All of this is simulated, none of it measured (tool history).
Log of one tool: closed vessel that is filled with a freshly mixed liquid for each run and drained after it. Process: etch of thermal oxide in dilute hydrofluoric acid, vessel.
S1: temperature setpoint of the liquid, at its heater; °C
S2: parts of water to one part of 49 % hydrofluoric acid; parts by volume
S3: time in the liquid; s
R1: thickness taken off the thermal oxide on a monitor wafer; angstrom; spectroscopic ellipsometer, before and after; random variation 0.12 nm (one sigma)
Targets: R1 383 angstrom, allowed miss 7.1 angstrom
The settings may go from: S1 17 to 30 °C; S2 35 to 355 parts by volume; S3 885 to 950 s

Run 1, hour 0: S1 22 °C, S2 195 parts by volume, S3 885 s. Result: R1 180.9 angstrom.
Run 2, hour 4.2: S1 22 °C, S2 250 parts by volume, S3 885 s. Result: R1 133.04 angstrom.
Run 3, hour 10.8: S1 23.5 °C, S2 225 parts by volume, S3 885 s. Result: R1 160.45 angstrom.
Run 4, hour 11.8: S1 23.5 °C, S2 270 parts by volume, S3 885 s. Result: R1 127.59 angstrom.
Run 5, hour 14.5: S1 23.5 °C, S2 270 parts by volume, S3 950 s. Result: R1 137.29 angstrom.
Run 6, hour 15.8: S1 23.5 °C, S2 315 parts by volume, S3 950 s. Result: R1 112.68 angstrom.
Run 7, hour 24.2: S1 27.5 °C, S2 235 parts by volume, S3 950 s. Result: R1 188.37 angstrom.
Run 8, hour 32.2: S1 28 °C, S2 215 parts by volume, S3 950 s. Result: R1 213.75 angstrom.
Run 9, hour 34.1: S1 28.5 °C, S2 195 parts by volume, S3 950 s. Result: R1 245.24 angstrom.
Run 10, hour 36.7: S1 29 °C, S2 180 parts by volume, S3 950 s. Result: R1 276.1 angstrom.
Run 11, hour 42.7: S1 30 °C, S2 125 parts by volume, S3 950 s. Result: R1 443.9 angstrom.
Run 12, hour 52.1: S1 29 °C, S2 125 parts by volume, S3 950 s. Result: R1 426.93 angstrom.
Run 13, hour 54.8: S1 28.5 °C, S2 125 parts by volume, S3 950 s. Result: R1 418.15 angstrom.
Run 14, hour 61.4: S1 28 °C, S2 125 parts by volume, S3 950 s. Result: R1 410.25 angstrom.

Which of these 4 next moves meets every target?
Run A, hour 68: S1 27.5 °C, S2 125 parts by volume, S3 945 s. Result: R1 ?.
Run B, hour 68: S1 29.5 °C, S2 140 parts by volume, S3 910 s. Result: R1 ?.
Run C, hour 68: S1 26 °C, S2 125 parts by volume, S3 950 s. Result: R1 ?.
Run D, hour 68: S1 28.5 °C, S2 130 parts by volume, S3 950 s. Result: R1 ?.

move      R1
   A  402.59
   B  365.55
   C  382.36
   D  401.36
A: nearer than the last run, and not there yet
B: takes the result that was furthest off past its target
C: meets every target
D: nearer than the last run, and not there yet
The right move is C.

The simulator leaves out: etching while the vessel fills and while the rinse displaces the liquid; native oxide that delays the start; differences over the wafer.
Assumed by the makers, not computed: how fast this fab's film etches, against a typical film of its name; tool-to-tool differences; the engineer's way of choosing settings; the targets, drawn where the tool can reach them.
